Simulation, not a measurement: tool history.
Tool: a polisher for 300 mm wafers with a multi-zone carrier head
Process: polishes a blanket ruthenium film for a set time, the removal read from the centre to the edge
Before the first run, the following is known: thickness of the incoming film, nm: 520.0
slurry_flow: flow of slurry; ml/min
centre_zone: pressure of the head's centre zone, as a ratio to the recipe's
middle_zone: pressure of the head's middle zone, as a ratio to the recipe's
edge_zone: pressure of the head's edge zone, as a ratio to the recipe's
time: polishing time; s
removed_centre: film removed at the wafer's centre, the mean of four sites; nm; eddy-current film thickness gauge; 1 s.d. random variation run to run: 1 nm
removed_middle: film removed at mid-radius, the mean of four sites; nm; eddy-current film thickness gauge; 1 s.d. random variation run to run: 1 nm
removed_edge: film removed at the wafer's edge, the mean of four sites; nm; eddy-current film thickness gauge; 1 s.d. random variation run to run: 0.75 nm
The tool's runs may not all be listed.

{"run": 1, "hour": 0.0, "slurry_flow": 125, "centre_zone": 1, "middle_zone": 1, "edge_zone": 1, "time": 51, "removed_centre": 44.955, "removed_middle": 49.588, "removed_edge": 50.176}
{"run": 2, "hour": 8.2, "slurry_flow": 125, "centre_zone": 1, "middle_zone": 1, "edge_zone": 1, "time": 56, "removed_centre": 50.214, "removed_middle": 54.087, "removed_edge": 54.618}
{"run": 3, "hour": 13.0, "slurry_flow": 125, "centre_zone": 0.92, "middle_zone": 1, "edge_zone": 1, "time": 56, "removed_centre": 46.272, "removed_middle": 53.32, "removed_edge": 55.417}
{"run": 4, "hour": 17.2, "slurry_flow": 125, "centre_zone": 0.92, "middle_zone": 0.95, "edge_zone": 1, "time": 56, "removed_centre": 47.036, "removed_middle": 51.795, "removed_edge": 55.525}
{"run": 5, "hour": 24.2, "slurry_flow": 125, "centre_zone": 0.92, "middle_zone": 0.89, "edge_zone": 1, "time": 56, "removed_centre": 46.101, "removed_middle": 49.979, "removed_edge": 55.181}
{"hour": 31.9, "done": "centre zone pressure recalibrated"}
{"run": 6, "hour": 31.9, "slurry_flow": 135, "centre_zone": 0.95, "middle_zone": 0.93, "edge_zone": 1, "time": 58, "removed_centre": 53.721, "removed_middle": 54.18, "removed_edge": 57.843}

Run 7, settings as shown, results not yet in. Your forecast:
{"run": 7, "hour": 37.9, "slurry_flow": 140, "centre_zone": 0.95, "middle_zone": 0.97, "edge_zone": 1, "time": 60, "removed_centre": "?", "removed_middle": "?", "removed_edge": "?"}

Run 7 came out at removed_centre 56.756 nm, removed_middle 57.286 nm, removed_edge 59.736 nm.

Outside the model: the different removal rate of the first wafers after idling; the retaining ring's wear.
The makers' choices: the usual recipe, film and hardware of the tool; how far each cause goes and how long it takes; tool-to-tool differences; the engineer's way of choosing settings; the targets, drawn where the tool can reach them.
